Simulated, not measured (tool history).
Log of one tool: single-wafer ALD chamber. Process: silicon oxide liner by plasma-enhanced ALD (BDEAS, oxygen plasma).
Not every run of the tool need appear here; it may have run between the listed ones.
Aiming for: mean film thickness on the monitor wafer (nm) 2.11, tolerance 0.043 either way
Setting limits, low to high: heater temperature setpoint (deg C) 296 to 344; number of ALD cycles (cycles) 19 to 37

| run | hour | heater temperature setpoint (deg C) | number of ALD cycles (cycles) | mean film thickness on the monitor wafer (nm) |
|---|---|---|---|---|
| 1 | 0 | 320 | 28 | 2.5864 |
| 2 | 8.6 | 320 | 26 | 2.4231 |
| 3 | 15.8 | 320 | 29 | 2.6778 |
| 4 | 23.6 | 320 | 28 | 2.5909 |
| 5 | 26.1 | 312 | 28 | 2.6342 |
| 6 | 27.2 | 313 | 27 | 2.5002 |
| 7 | 35.7 | 313 | 26 | 2.4275 |
| 8 | 42.7 | 313 | 25 | 2.3209 |
| 9 | 48.4 | 313 | 24 | 2.2306 |

Exercise: of the 4 proposed moves below, exactly one satisfies all targets within the stated allowed misses. Which move is it?
| A | 54.1 | 297 | 23 | ? |
| B | 54.1 | 302 | 22 | ? |
| C | 54.1 | 315 | 26 | ? |
| D | 54.1 | 309 | 25 | ? |

| move | mean film thickness on the monitor wafer (nm) |
|---|---|
| A | 2.2236 |
| B | 2.0836 |
| C | 2.4087 |
| D | 2.3386 |
A: better than the last run, though not everything is in spec
B: in spec on every target
C: further off than the last run
D: further off than the last run
Go with B: it meets all targets.
